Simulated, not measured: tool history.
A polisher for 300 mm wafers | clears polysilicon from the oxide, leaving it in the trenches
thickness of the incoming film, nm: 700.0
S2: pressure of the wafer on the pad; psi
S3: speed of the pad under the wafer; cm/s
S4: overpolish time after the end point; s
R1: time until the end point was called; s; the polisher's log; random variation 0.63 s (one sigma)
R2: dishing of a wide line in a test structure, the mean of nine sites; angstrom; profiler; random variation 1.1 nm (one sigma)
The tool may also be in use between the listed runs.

run 1 day=0.000 | flow_of_slurry_(ml/min)=250 S2=1.7 S3=108 S4=18 | R1=96.183 R2=452.74
run 2 day=0.321 | flow_of_slurry_(ml/min)=250 S2=1.8 S3=108 S4=17 | R1=89.858 R2=452.05
run 3 day=0.392 | flow_of_slurry_(ml/min)=250 S2=1.9 S3=108 S4=17 | R1=86.142 R2=451.62
run 4 day=0.625 | flow_of_slurry_(ml/min)=250 S2=1.9 S3=108 S4=10 | R1=86.348 R2=400.13
run 5 day=0.838 | flow_of_slurry_(ml/min)=250 S2=2.1 S3=108 S4=10 | R1=77.798 R2=416.17
run 6 day=1.142 | flow_of_slurry_(ml/min)=250 S2=2.1 S3=118 S4=10 | R1=72.560 R2=412.09

Run 7 comes next. What will it give?
run 7 day=1.308 | flow_of_slurry_(ml/min)=250 S2=2.1 S3=118 S4=12 | R1=? R2=?

Run 7 gave R1 71.531 s, R2 424.37 angstrom.
